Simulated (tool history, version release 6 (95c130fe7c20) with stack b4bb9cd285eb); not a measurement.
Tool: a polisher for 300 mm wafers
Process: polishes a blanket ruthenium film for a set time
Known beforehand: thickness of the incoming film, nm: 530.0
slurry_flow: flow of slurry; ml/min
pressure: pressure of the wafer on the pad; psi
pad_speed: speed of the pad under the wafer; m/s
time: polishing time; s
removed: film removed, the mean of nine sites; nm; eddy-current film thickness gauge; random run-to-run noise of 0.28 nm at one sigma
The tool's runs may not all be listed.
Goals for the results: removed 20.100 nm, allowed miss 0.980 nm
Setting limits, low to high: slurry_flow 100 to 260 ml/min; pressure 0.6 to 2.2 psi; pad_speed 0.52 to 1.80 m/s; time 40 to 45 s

run	hour	slurry_flow	pressure	pad_speed	time	removed
1	0.0	165	1.4	1.16	45	35.176
2	3.0	165	1.3	1.16	45	33.195
3	9.0	165	1.2	1.16	45	30.940
4	10.8	205	1.2	1.16	45	32.182
5	19.2	205	1.2	1.44	45	39.068
6	20.0	205	1.1	1.38	45	34.805
7	27.1	205	1.0	1.34	45	32.241
8	31.6	205	0.9	1.28	45	29.219
9	38.7	205	0.8	1.24	45	25.373
10	46.0	205	0.8	1.22	45	25.486
11	53.3	205	0.8	1.20	45	25.430
12	54.1	205	0.8	1.18	45	24.891

Exactly one of the 4 candidate moves below puts every result within its allowed miss. Which one?
A	54.9	215	0.8	1.14	44	?
B	54.9	195	0.6	1.20	44	?
C	54.9	215	0.7	1.06	40	?
D	54.9	205	0.6	1.20	40	?

move	removed
A	23.732
B	20.404
C	18.592
D	18.675
A: nearer the targets than the last run, but a result is still out of spec
B: meets every target
C: takes the result that was furthest off past its target
D: takes the result that was furthest off past its target
Correct choice: B, which meets every target

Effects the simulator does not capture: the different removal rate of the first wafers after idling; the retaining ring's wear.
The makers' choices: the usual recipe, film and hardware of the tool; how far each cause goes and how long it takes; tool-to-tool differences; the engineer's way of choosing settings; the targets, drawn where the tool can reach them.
